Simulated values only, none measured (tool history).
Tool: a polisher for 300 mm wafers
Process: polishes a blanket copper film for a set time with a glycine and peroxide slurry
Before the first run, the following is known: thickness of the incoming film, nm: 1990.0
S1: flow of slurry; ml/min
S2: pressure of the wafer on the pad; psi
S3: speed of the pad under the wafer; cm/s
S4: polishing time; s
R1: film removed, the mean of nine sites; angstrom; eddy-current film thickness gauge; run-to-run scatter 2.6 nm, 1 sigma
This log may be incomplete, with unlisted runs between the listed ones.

{"run": 1, "hour": 0.0, "S1": 185, "S2": 2.2, "S3": 120, "S4": 24, "R1": 1265.8}
{"run": 2, "hour": 1.5, "S1": 185, "S2": 1.9, "S3": 120, "S4": 24, "R1": 1179.8}
{"run": 3, "hour": 3.8, "S1": 185, "S2": 2.1, "S3": 122, "S4": 24, "R1": 1272.4}
{"run": 4, "hour": 12.3, "S1": 185, "S2": 2.3, "S3": 124, "S4": 24, "R1": 1352.4}
{"run": 5, "hour": 19.3, "S1": 185, "S2": 2.5, "S3": 126, "S4": 24, "R1": 1466.2}
{"run": 6, "hour": 19.9, "S1": 185, "S2": 2.2, "S3": 126, "S4": 24, "R1": 1364.4}
{"run": 7, "hour": 25.2, "S1": 185, "S2": 2.2, "S3": 126, "S4": 24, "R1": 1343.6}

What will run 8 give?
{"run": 8, "hour": 32.1, "S1": 185, "S2": 2.4, "S3": 128, "S4": 24, "R1": "?"}

R1: 1400.1 angstrom
